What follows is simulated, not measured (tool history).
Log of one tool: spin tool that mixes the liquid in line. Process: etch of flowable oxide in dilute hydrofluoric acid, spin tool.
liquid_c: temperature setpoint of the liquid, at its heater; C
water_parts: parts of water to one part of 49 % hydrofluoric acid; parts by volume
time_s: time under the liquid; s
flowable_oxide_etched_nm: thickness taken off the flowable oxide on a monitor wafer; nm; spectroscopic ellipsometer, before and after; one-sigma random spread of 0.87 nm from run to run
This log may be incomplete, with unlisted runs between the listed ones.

run  hour  liquid_c  water_parts  time_s  flowable_oxide_etched_nm
  1     0        25          160     260                     86.14
  2   4.7      26.5          160     260                    91.103
  3   5.4      26.5          160     260                    89.824
  4   8.1      27.5          155     260                    98.303
  5  12.1      27.5          180     260                    82.717
  6    16        29          180     260                     87.22
  7  22.4      29.5          175     260                    90.186
     30.6  -- thermometer replaced
  8  30.6        30          170     260                    91.015

Forecast run 9:
  9  33.8        33          130     260                         ?

Run 9 produced flowable_oxide_etched_nm 141.19 nm.
